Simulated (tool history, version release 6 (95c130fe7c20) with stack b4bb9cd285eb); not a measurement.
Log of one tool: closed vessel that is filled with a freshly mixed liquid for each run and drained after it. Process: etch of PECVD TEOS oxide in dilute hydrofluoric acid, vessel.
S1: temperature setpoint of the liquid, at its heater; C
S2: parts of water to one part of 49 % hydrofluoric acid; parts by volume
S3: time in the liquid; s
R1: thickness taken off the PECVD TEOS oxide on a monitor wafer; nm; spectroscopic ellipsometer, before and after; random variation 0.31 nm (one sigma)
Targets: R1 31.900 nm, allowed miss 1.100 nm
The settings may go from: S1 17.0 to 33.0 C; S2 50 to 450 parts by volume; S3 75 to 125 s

{"run": 1, "day": 0.0, "S1": 25.0, "S2": 250, "S3": 125, "R1": 10.773}
{"run": 2, "day": 0.254, "S1": 25.0, "S2": 195, "S3": 125, "R1": 14.264}
{"run": 3, "day": 0.575, "S1": 26.0, "S2": 180, "S3": 125, "R1": 16.52}
{"run": 4, "day": 0.604, "S1": 26.0, "S2": 180, "S3": 75, "R1": 10.004}
{"run": 5, "day": 0.867, "S1": 25.0, "S2": 165, "S3": 80, "R1": 11.314}
{"run": 6, "day": 1.225, "S1": 25.0, "S2": 110, "S3": 80, "R1": 18.299}
{"run": 7, "day": 1.558, "S1": 25.0, "S2": 100, "S3": 85, "R1": 21.741}
{"run": 8, "day": 1.896, "S1": 29.0, "S2": 70, "S3": 85, "R1": 38.372}
{"run": 9, "day": 2.15, "S1": 28.0, "S2": 70, "S3": 85, "R1": 36.393}
{"run": 10, "day": 2.462, "S1": 27.5, "S2": 70, "S3": 85, "R1": 34.789}

5 next moves are on the table. One of them brings every result within its allowed miss. Which?
{"run": "A", "day": 2.775, "S1": 27.5, "S2": 100, "S3": 115, "R1": "?"}
{"run": "B", "day": 2.775, "S1": 32.0, "S2": 65, "S3": 75, "R1": "?"}
{"run": "C", "day": 2.775, "S1": 26.5, "S2": 95, "S3": 105, "R1": "?"}
{"run": "D", "day": 2.775, "S1": 25.0, "S2": 55, "S3": 75, "R1": "?"}
{"run": "E", "day": 2.775, "S1": 28.5, "S2": 95, "S3": 125, "R1": "?"}

move=A R1=32.634
move=B R1=40.903
move=C R1=30.376
move=D R1=37.240
move=E R1=39.059
A: meets every target
B: further off than the last run
C: takes the result that was furthest off past its target
D: further off than the last run
E: further off than the last run
Move A is the one to make.
